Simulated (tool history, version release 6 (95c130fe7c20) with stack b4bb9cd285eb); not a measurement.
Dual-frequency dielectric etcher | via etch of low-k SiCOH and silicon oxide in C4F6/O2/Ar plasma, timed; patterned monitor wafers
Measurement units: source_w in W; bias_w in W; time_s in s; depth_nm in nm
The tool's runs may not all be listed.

run  hour  source_w  bias_w  time_s  depth_nm
  1     0       450     216      76    229.07
  2   5.2       450     243      76    239.42
  3  13.3       500     243      76     249.5
  4  19.3       500     263      76    256.77
  5  24.2       500     263    79.5    272.43
  6  24.7       460     245      79    252.48
  7  33.5       420     236      79    239.16
  8  42.5       390     231      79    233.42

Run 9, settings as shown, results not yet in. Your forecast:
  9  45.3       370     224      79         ?

{"run 9": {"depth_nm": 223.92}}
